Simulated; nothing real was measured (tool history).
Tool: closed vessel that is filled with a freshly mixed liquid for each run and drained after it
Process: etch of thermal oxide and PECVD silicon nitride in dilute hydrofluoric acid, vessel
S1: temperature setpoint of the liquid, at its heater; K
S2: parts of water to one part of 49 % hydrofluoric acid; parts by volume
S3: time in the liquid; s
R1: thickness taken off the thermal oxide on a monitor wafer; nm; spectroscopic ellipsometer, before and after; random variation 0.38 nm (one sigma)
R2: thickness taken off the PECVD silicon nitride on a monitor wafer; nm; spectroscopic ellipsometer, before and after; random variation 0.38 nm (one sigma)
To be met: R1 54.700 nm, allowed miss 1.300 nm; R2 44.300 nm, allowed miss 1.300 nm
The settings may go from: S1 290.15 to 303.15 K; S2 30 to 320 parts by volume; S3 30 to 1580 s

{"run": 1, "day": 0.0, "S1": 295.15, "S2": 175, "S3": 805, "R1": 17.646, "R2": 18.187}
{"run": 2, "day": 0.146, "S1": 292.65, "S2": 175, "S3": 805, "R1": 16.1, "R2": 15.531}
{"run": 3, "day": 0.483, "S1": 292.65, "S2": 145, "S3": 835, "R1": 20.75, "R2": 19.193}
{"run": 4, "day": 0.721, "S1": 292.65, "S2": 145, "S3": 705, "R1": 17.563, "R2": 16.138}
{"run": 5, "day": 0.804, "S1": 292.65, "S2": 120, "S3": 705, "R1": 21.467, "R2": 19.487}
{"run": 6, "day": 0.858, "S1": 292.65, "S2": 120, "S3": 395, "R1": 12.129, "R2": 11.205}
{"run": 7, "day": 1.196, "S1": 292.65, "S2": 120, "S3": 395, "R1": 12.215, "R2": 10.92}
{"run": 8, "day": 1.358, "S1": 292.65, "S2": 100, "S3": 490, "R1": 18.485, "R2": 16.315}
{"run": 9, "day": 1.633, "S1": 293.15, "S2": 85, "S3": 525, "R1": 24.29, "R2": 21.212}
{"run": 10, "day": 1.683, "S1": 293.65, "S2": 75, "S3": 520, "R1": 28.105, "R2": 24.26}
{"run": 11, "day": 1.758, "S1": 297.15, "S2": 30, "S3": 645, "R1": 107.12, "R2": 94.88}
{"run": 12, "day": 2.096, "S1": 296.15, "S2": 30, "S3": 645, "R1": 101.79, "R2": 87.432}

4 next moves are on the table. One of them brings every result within its allowed miss. Which?
{"run": "A", "day": 2.433, "S1": 297.15, "S2": 70, "S3": 610, "R1": "?", "R2": "?"}
{"run": "B", "day": 2.433, "S1": 292.65, "S2": 30, "S3": 545, "R1": "?", "R2": "?"}
{"run": "C", "day": 2.433, "S1": 290.15, "S2": 30, "S3": 645, "R1": "?", "R2": "?"}
{"run": "D", "day": 2.433, "S1": 293.15, "S2": 40, "S3": 530, "R1": "?", "R2": "?"}

move=A R1=40.975 R2=38.355
move=B R1=74.370 R2=57.398
move=C R1=78.914 R2=56.882
move=D R1=54.760 R2=43.787
A: takes the result that was furthest off past its target
B: nearer than the last run, and not there yet
C: nearer than the last run, and not there yet
D: meets every target
The right move is D.

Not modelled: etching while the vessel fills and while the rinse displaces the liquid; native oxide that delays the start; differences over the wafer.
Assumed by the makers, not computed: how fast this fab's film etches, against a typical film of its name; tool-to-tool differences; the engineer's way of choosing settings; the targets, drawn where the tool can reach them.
